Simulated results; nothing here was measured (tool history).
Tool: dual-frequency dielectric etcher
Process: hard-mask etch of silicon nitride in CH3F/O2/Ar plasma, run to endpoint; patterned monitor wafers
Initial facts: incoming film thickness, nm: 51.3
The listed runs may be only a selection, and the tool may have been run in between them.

run	day	source power (kW)	bias power (kW)	endpoint time (s)
1	0.000	0.550	0.090	54.166
2	0.362	0.590	0.091	52.871
3	0.388	0.620	0.092	51.815
4	0.483	0.620	0.086	52.864
5	0.775	0.540	0.086	55.063
6	0.946	0.540	0.077	57.859
7	1.150	0.590	0.081	55.220
8	1.250	0.630	0.084	53.536

Run 9 is up next; what results do you expect?
9	1.371	0.660	0.086	?

endpoint time (s): 52.253
